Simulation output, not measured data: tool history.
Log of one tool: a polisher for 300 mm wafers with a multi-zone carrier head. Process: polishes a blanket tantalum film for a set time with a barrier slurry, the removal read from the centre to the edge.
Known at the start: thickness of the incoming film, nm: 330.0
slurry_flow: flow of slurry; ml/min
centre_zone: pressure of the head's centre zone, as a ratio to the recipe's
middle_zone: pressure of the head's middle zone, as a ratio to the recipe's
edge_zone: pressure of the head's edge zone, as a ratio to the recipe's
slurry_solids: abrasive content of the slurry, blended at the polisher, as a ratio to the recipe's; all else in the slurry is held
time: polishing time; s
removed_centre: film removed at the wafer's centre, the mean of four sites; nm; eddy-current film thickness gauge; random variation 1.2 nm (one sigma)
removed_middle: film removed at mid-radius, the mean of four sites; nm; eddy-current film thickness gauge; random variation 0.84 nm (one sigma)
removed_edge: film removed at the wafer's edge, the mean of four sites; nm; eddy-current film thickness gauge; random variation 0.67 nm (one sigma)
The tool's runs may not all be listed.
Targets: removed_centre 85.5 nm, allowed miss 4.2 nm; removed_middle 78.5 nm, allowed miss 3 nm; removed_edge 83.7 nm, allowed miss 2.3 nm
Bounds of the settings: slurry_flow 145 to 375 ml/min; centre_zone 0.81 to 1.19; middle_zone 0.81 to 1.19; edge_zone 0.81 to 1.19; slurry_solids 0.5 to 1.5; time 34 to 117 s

| run | hour | slurry_flow | centre_zone | middle_zone | edge_zone | slurry_solids | time | removed_centre | removed_middle | removed_edge |
|---|---|---|---|---|---|---|---|---|---|---|
| 1 | 0 | 240 | 1 | 1 | 1 | 1 | 75 | 104.74 | 102.12 | 102.25 |
| 2 | 8.7 | 235 | 0.99 | 0.97 | 0.98 | 0.9 | 75 | 98.437 | 95.963 | 97.911 |
| 3 | 14.4 | 195 | 0.99 | 0.97 | 0.98 | 0.9 | 75 | 95.84 | 93.927 | 95.298 |
| 4 | 21.1 | 190 | 0.99 | 0.95 | 0.96 | 0.85 | 75 | 94.51 | 90.799 | 93.179 |
| 5 | 23.6 | 185 | 0.99 | 0.93 | 0.94 | 0.8 | 75 | 91.915 | 86.907 | 87.494 |
| 6 | 32 | 180 | 0.98 | 0.91 | 0.94 | 0.8 | 75 | 89.5 | 84.497 | 88.557 |
| 7 | 38.7 | 175 | 0.98 | 0.9 | 0.93 | 0.8 | 75 | 88.85 | 83.877 | 87.188 |
|  | 39.2 | worn pad replaced by a new one |
| 8 | 39.2 | 175 | 0.98 | 0.89 | 0.92 | 0.8 | 75 | 98.525 | 91.105 | 95.502 |
| 9 | 47.4 | 175 | 0.98 | 0.89 | 0.92 | 0.8 | 75 | 99.121 | 92.25 | 94.895 |
| 10 | 47.9 | 170 | 0.99 | 0.9 | 0.94 | 0.8 | 75 | 96.724 | 90.142 | 97.116 |
| 11 | 51.6 | 170 | 0.99 | 0.89 | 0.93 | 0.75 | 75 | 94.34 | 88.086 | 92.22 |
| 12 | 57.3 | 165 | 0.99 | 0.88 | 0.92 | 0.7 | 74 | 90.522 | 82.041 | 87.648 |

5 next moves are on the table. One of them brings every result within its allowed miss. Which?
| A | 63 | 170 | 0.91 | 0.83 | 1.01 | 0.6 | 80 | ? | ? | ? |
| B | 63 | 230 | 1.1 | 0.9 | 0.97 | 0.55 | 81 | ? | ? | ? |
| C | 63 | 195 | 0.96 | 0.85 | 0.9 | 0.5 | 83 | ? | ? | ? |
| D | 63 | 185 | 0.91 | 0.89 | 0.97 | 0.7 | 67 | ? | ? | ? |
| E | 63 | 250 | 0.97 | 0.87 | 0.81 | 0.9 | 60 | ? | ? | ? |

| move | removed_centre | removed_middle | removed_edge |
|---|---|---|---|
| A | 84.644 | 80.786 | 92.42 |
| B | 104.66 | 86.764 | 90.668 |
| C | 85.732 | 78.579 | 83.131 |
| D | 77.933 | 77.992 | 82.831 |
| E | 86.75 | 79.655 | 78.308 |
A: further off than the last run
B: further off than the last run
C: meets every target
D: brings the result that was furthest off to its target, and leaves another outside
E: takes the result that was furthest off past its target
The right move is C.
